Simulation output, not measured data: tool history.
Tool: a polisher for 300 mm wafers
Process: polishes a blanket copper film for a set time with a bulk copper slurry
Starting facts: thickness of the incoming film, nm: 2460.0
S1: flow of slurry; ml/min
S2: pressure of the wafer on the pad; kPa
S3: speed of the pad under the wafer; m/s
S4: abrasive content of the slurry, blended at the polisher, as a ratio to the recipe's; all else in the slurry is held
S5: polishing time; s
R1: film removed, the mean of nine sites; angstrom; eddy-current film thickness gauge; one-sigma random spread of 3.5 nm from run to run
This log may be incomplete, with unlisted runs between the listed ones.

Run 1, hour 0: S1 205 ml/min, S2 22.1 kPa, S3 1.24 m/s, S4 1, S5 49 s. Result: R1 7100.1 angstrom.
Run 2, hour 1: S1 200 ml/min, S2 20.7 kPa, S3 1.24 m/s, S4 1, S5 49 s. Result: R1 6681.8 angstrom.
Run 3, hour 9: S1 200 ml/min, S2 20.7 kPa, S3 1.24 m/s, S4 1.1, S5 49 s. Result: R1 6873.1 angstrom.
Run 4, hour 17.9: S1 195 ml/min, S2 19.3 kPa, S3 1.24 m/s, S4 1.1, S5 49 s. Result: R1 6406.9 angstrom.
Run 5, hour 22.7: S1 190 ml/min, S2 17.9 kPa, S3 1.24 m/s, S4 1.1, S5 49 s. Result: R1 5995.4 angstrom.
Run 6, hour 28.8: S1 190 ml/min, S2 17.9 kPa, S3 1.24 m/s, S4 1.1, S5 49 s. Result: R1 5948.7 angstrom.
Run 7, hour 32.2: S1 185 ml/min, S2 17.2 kPa, S3 1.24 m/s, S4 1.1, S5 49 s. Result: R1 5704.8 angstrom.
Run 8, hour 38.1: S1 180 ml/min, S2 16.5 kPa, S3 1.24 m/s, S4 1.1, S5 49 s. Result: R1 5461 angstrom.

Run 9 has not been measured yet. What should we expect?
Run 9, hour 42.2: S1 170 ml/min, S2 16.5 kPa, S3 1.24 m/s, S4 1.1, S5 49 s. Result: R1 ?.

R1: 5452 angstrom

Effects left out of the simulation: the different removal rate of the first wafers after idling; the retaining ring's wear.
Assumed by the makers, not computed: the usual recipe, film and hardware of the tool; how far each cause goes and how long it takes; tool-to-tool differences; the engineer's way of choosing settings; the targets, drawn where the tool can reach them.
